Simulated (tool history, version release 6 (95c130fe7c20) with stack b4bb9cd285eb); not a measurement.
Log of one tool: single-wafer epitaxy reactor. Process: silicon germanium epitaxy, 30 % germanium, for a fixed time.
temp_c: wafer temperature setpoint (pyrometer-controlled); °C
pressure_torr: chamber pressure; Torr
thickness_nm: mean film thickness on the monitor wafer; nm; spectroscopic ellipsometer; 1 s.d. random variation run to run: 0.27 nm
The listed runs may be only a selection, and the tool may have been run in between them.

| run | day | temp_c | pressure_torr | thickness_nm |
|---|---|---|---|---|
| 1 | 0 | 585 | 26.8 | 52.227 |
| 2 | 0.312 | 585 | 22.8 | 47.701 |
| 3 | 0.625 | 587 | 22.8 | 49.399 |
| 4 | 0.842 | 589 | 22.8 | 51.826 |
| 5 | 1.096 | 580 | 22.8 | 42.91 |
| 6 | 1.371 | 583 | 22.9 | 45.432 |

Estimate the outcome of run 7 from the log above:
| 7 | 1.517 | 585 | 22.9 | ? |

thickness_nm: 48.042 nm

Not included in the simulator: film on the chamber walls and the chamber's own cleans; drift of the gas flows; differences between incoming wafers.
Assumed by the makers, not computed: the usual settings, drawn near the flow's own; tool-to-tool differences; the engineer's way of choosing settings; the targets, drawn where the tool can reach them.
